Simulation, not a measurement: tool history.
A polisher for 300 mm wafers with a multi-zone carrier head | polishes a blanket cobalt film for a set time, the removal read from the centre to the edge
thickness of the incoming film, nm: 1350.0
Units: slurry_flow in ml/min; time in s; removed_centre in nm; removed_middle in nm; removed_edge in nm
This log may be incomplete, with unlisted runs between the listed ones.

{"run": 1, "hour": 0.0, "slurry_flow": 140, "centre_zone": 1, "middle_zone": 1, "edge_zone": 1, "time": 79, "removed_centre": 468.08, "removed_middle": 438.12, "removed_edge": 482.41}
{"run": 2, "hour": 3.0, "slurry_flow": 160, "centre_zone": 1.03, "middle_zone": 1, "edge_zone": 1.01, "time": 79, "removed_centre": 494.79, "removed_middle": 456.37, "removed_edge": 477.01}
{"run": 3, "hour": 3.6, "slurry_flow": 165, "centre_zone": 1.05, "middle_zone": 0.98, "edge_zone": 1.04, "time": 81, "removed_centre": 520.99, "removed_middle": 465.43, "removed_edge": 510.59}
{"run": 4, "hour": 11.4, "slurry_flow": 165, "centre_zone": 1.05, "middle_zone": 0.98, "edge_zone": 1.09, "time": 81, "removed_centre": 524.91, "removed_middle": 469.3, "removed_edge": 503.46}
{"run": 5, "hour": 15.1, "slurry_flow": 165, "centre_zone": 1.05, "middle_zone": 0.98, "edge_zone": 1.09, "time": 101, "removed_centre": 644.57, "removed_middle": 576.8, "removed_edge": 640.91}
{"run": 6, "hour": 23.9, "slurry_flow": 165, "centre_zone": 1.05, "middle_zone": 0.98, "edge_zone": 1.09, "time": 118, "removed_centre": 750.58, "removed_middle": 681.14, "removed_edge": 741.93}

Run 7 has not been measured yet. What should we expect?
{"run": 7, "hour": 31.3, "slurry_flow": 160, "centre_zone": 1.06, "middle_zone": 0.96, "edge_zone": 1.03, "time": 111, "removed_centre": "?", "removed_middle": "?", "removed_edge": "?"}

Run 7 gave removed_centre 711.43 nm, removed_middle 615.47 nm, removed_edge 675.99 nm.
